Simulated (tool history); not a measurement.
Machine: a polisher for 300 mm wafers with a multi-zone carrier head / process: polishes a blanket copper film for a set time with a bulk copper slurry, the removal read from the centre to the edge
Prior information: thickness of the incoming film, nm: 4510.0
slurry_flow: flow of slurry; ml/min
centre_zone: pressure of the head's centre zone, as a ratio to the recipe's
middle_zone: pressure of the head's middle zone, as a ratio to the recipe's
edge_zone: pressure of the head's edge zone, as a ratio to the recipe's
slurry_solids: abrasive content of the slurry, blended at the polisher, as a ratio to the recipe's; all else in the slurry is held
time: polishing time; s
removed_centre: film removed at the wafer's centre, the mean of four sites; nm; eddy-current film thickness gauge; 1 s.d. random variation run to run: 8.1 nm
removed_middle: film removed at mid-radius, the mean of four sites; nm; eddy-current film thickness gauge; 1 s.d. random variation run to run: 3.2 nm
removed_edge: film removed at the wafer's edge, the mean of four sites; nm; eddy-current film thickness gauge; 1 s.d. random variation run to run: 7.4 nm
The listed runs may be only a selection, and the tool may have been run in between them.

run,hour,slurry_flow,centre_zone,middle_zone,edge_zone,slurry_solids,time,removed_centre,removed_middle,removed_edge
1,0.0,245,1.00,1.00,1.00,1.00,54,675.19,593.73,595.36
2,8.0,245,0.97,1.00,1.00,1.00,54,646.00,588.46,588.72
3,16.0,280,0.97,1.00,1.00,1.00,54,665.04,594.08,597.20
4,22.2,280,0.96,0.97,0.98,0.95,54,631.80,581.74,575.28
# hour 23.7: centre zone pressure recalibrated
5,23.7,280,0.96,0.97,0.92,0.95,54,582.65,580.73,571.71
6,30.9,225,0.96,0.97,0.92,0.95,54,571.81,568.08,558.05
7,33.4,225,0.97,0.95,0.92,0.90,54,569.06,548.83,551.51
8,34.8,225,0.98,0.93,0.92,0.85,54,572.11,537.96,550.19
9,43.8,200,1.00,0.83,0.86,0.70,53,537.57,448.28,508.66
10,49.7,205,1.00,0.84,0.86,0.70,53,526.46,459.71,498.69

Run 11 comes next. What will it give?
11,55.9,210,1.00,0.84,0.87,0.70,53,?,?,?

Run 11 produced removed_centre 538.76 nm, removed_middle 459.12 nm, removed_edge 508.00 nm.

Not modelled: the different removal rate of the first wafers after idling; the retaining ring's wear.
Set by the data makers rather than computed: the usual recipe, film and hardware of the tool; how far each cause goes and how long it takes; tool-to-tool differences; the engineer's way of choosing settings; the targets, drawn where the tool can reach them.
